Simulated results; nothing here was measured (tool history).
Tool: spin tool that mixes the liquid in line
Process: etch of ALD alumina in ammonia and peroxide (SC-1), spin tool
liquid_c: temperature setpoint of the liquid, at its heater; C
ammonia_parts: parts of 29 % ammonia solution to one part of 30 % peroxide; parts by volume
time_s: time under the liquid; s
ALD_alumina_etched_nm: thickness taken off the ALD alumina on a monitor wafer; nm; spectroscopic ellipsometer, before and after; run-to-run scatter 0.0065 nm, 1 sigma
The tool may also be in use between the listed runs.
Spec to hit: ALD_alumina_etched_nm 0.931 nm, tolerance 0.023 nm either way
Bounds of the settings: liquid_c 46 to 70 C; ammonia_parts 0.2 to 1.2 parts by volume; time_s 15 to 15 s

| run | hour | liquid_c | ammonia_parts | time_s | ALD_alumina_etched_nm |
|---|---|---|---|---|---|
| 1 | 0 | 62 | 0.9 | 15 | 1.6903 |
| 2 | 6.8 | 58.5 | 0.9 | 15 | 1.4287 |
| 3 | 7.7 | 58.5 | 1.15 | 15 | 1.4457 |
| 4 | 9.1 | 65 | 1.15 | 15 | 2.0207 |
| 5 | 10.2 | 60.5 | 1.15 | 15 | 1.587 |
| 6 | 16.1 | 66.5 | 1.15 | 15 | 2.1844 |
| 7 | 23.5 | 61.5 | 1.15 | 15 | 1.6971 |
| 8 | 31.9 | 58 | 1.15 | 15 | 1.4003 |
| 9 | 38 | 55.5 | 1.15 | 15 | 1.2409 |
| 10 | 44 | 54 | 1.15 | 15 | 1.1387 |
| 11 | 50.6 | 53 | 1.15 | 15 | 1.0815 |
| 12 | 55.7 | 52 | 1.15 | 15 | 1.0278 |
| 13 | 63.8 | 51.5 | 1.15 | 15 | 1.011 |
| 14 | 68.9 | 51 | 1.15 | 15 | 0.98242 |

Exercise: of the 4 proposed moves below, exactly one satisfies all targets within the stated allowed misses. Which move is it?
| A | 74 | 49 | 1.2 | 15 | ? |
| B | 74 | 49 | 1.15 | 15 | ? |
| C | 74 | 52.5 | 1.05 | 15 | ? |
| D | 74 | 50 | 1.2 | 15 | ? |

| move | ALD_alumina_etched_nm |
|---|---|
| A | 0.87819 |
| B | 0.87464 |
| C | 1.0499 |
| D | 0.92797 |
A: takes the result that was furthest off past its target
B: takes the result that was furthest off past its target
C: moves away from the targets compared with the last run
D: every result within its allowed miss
The move that meets every target is D.
